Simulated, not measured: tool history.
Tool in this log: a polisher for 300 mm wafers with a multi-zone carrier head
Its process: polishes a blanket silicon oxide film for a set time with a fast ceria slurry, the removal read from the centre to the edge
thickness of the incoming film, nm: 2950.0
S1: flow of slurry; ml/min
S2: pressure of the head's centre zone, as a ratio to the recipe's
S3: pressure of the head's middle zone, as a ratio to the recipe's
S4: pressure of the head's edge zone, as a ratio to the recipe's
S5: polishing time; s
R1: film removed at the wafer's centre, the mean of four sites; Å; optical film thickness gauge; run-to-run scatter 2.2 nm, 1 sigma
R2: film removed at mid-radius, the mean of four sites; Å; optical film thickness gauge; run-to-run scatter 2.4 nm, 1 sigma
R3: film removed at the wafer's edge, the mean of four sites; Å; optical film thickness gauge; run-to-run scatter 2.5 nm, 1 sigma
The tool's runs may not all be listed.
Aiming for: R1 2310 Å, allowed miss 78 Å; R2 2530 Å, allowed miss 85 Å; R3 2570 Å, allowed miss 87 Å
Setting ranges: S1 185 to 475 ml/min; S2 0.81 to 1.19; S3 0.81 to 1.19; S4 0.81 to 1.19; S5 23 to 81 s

run  hour   S1    S2    S3    S4  S5      R1      R2      R3
  1     0  305     1     1     1  52  4717.4    4652  4990.1
  2   8.1  290  0.97  0.99  0.96  45  3890.6  4107.3  4179.7
  3  13.4  290  0.97  0.99  0.96  58  5082.6    5178  5427.6
  4  15.6  290  0.97  0.99  0.99  58  5123.9  5182.9  5453.5
  5  21.4  290  0.97  0.99  1.05  58  5086.2  5098.7  5685.1
  6    23  235  0.97  0.99  1.05  58  4932.5    4962  5453.4
  7  29.5  225  0.95  0.97  1.01  50  4188.3  4261.4  4727.1
  8  37.5  215  0.93  0.96  0.96  43  3486.2    3638    3906
  9  38.4  215  0.92  0.95  0.93  39  3135.8  3258.6  3444.5
 10  44.9  220   0.9  0.94  0.91  37  2888.2  3127.8  3224.8
 11  51.6  225  0.89  0.92  0.89  36  2774.4  2906.7  3087.8
 12  57.1  225  0.88  0.92  0.87  35  2689.7  2862.6  3098.5
 13  59.3  220  0.88  0.93  0.86  33  2563.9  2682.9  2798.6
 14  64.1  220  0.87  0.93  0.85  33  2480.1  2727.5  2844.3
 15  65.3  220  0.87  0.93  0.84  32  2437.1  2597.6  2713.4
 16  70.4  215  0.87  0.94  0.83  32  2404.2  2637.1    2719
 17  73.7  225  0.88  0.95  0.81  29  2212.8  2471.4  2449.8
 18  74.8  230  0.88  0.95  0.82  29    2197  2454.8  2467.3

Of the 4 settings listed for the next run, only one would bring every result within its allowed miss of target. Which one?
  A  75.9  190  0.89     1  0.81  28   ?   ?   ?
  B  75.9  270  0.89  1.04  0.81  28   ?   ?   ?
  C  75.9  185  1.05  0.98  0.84  29   ?   ?   ?
  D  75.9  215  0.86  0.93  0.81  31   ?   ?   ?

move      R1      R2      R3
   A  2147.3  2408.2  2314.2
   B  2280.4  2627.6  2408.2
   C  2586.1  2437.4  2426.9
   D    2357  2564.2  2606.2
A: further off than the last run
B: the worst result of the last run now meets its target, but another is out of spec
C: pushes the last run's worst result past its target
D: each result inside its tolerance
The right move is D.

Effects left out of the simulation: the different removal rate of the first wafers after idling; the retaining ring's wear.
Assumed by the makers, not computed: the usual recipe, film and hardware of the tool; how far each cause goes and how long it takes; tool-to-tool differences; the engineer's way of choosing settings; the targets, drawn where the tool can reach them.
